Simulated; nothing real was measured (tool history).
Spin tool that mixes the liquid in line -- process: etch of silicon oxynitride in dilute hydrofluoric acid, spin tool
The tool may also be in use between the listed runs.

run	hour	temperature setpoint of the liquid (C)	parts of water to one part of 49 % hydrofluoric acid (parts by volume)	time under the liquid (s)	thickness taken off the silicon oxynitride on a monitor wafer (Å)
1	0.0	25.0	45	295	96.089
2	1.6	26.5	45	295	103.860
3	8.5	26.5	45	320	112.100
4	10.9	26.5	45	295	103.350
# hour 15.3: hydrofluoric acid flow meter replaced
5	15.3	26.5	40	295	128.880
6	18.9	28.5	40	295	141.330
7	27.5	30.0	35	295	175.210

Run 8 has not been measured yet. What should we expect?
8	29.6	30.0	35	295	?

{"run 8": {"thickness taken off the silicon oxynitride on a monitor wafer (Å)": 173.09}}
